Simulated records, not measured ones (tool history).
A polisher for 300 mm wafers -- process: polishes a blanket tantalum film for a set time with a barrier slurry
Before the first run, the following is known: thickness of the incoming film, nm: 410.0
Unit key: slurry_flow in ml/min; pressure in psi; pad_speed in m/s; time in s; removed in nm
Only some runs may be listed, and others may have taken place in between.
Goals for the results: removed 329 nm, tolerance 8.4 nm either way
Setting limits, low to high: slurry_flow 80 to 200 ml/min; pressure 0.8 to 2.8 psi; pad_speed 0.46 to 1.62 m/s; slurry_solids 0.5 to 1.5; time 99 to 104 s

run,hour,slurry_flow,pressure,pad_speed,slurry_solids,time,removed
1,0,130,1.8,1.04,1,99,185.88
2,3.2,160,1.8,1.04,1,99,189.55
3,11.3,160,1.8,1.04,1,99,191.81
4,18.7,175,1.8,1.04,1,99,194.52
5,25.7,175,1.8,1.04,1.1,99,199.95
6,28.2,175,2.1,1.04,1.1,99,230.42
7,34.9,175,2.1,1.04,1.1,99,228.55
8,37.8,175,2.3,1.06,1.1,99,261.3
9,40.2,175,2.4,1.06,1.1,99,269.08
# hour 44.9: head pressure recalibrated
10,44.9,175,2.5,1.06,1.1,99,253.48
11,47.6,175,2.5,1.06,1.1,99,254.07
12,56.1,180,2.6,1.1,1.1,99,277.28
13,60.4,180,2.7,1.14,1.1,99,296.57

Consider the 4 candidate settings below. Which is the only one whose results all fall within their allowed miss of target?
A,64.7,165,2.7,1.04,1,99,?
B,64.7,175,2.8,1.14,1.1,104,?
C,64.7,170,2.3,1.26,1,104,?
D,64.7,185,2.8,1.06,1.05,99,?

move,removed
A,266.12
B,326.57
C,289.29
D,288.82
A: its largest miss is bigger than the last run's
B: all results in spec
C: its largest miss is bigger than the last run's
D: its largest miss is bigger than the last run's
Go with B: it meets all targets.
